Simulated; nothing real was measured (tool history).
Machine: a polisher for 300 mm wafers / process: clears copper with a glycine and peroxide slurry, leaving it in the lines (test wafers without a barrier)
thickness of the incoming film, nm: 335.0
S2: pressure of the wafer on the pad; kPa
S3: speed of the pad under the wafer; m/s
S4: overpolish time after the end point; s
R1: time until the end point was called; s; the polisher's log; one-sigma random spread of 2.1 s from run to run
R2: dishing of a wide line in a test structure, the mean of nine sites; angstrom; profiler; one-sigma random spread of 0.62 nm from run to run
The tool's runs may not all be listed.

Run 1, hour 0: flow of slurry (ml/min) 295, S2 19.3 kPa, S3 0.82 m/s, S4 10 s. Result: R1 64.603 s, R2 401.29 angstrom.
Run 2, hour 0.5: flow of slurry (ml/min) 295, S2 19.3 kPa, S3 0.82 m/s, S4 13 s. Result: R1 66.823 s, R2 502.05 angstrom.
Run 3, hour 7.8: flow of slurry (ml/min) 295, S2 19.3 kPa, S3 0.82 m/s, S4 15 s. Result: R1 65.634 s, R2 568.17 angstrom.
Run 4, hour 15.1: flow of slurry (ml/min) 295, S2 17.2 kPa, S3 0.82 m/s, S4 15 s. Result: R1 71.349 s, R2 509.96 angstrom.
Run 5, hour 18.4: flow of slurry (ml/min) 295, S2 17.2 kPa, S3 0.98 m/s, S4 15 s. Result: R1 63.936 s, R2 581.02 angstrom.
Run 6, hour 21.1: flow of slurry (ml/min) 295, S2 17.2 kPa, S3 1.14 m/s, S4 15 s. Result: R1 56.605 s, R2 603.99 angstrom.

Run 7 has not been measured yet. What should we expect?
Run 7, hour 24.2: flow of slurry (ml/min) 290, S2 16.5 kPa, S3 1.06 m/s, S4 15 s. Result: R1 ?, R2 ?.

R1: 60.967 s
R2: 580.64 angstrom
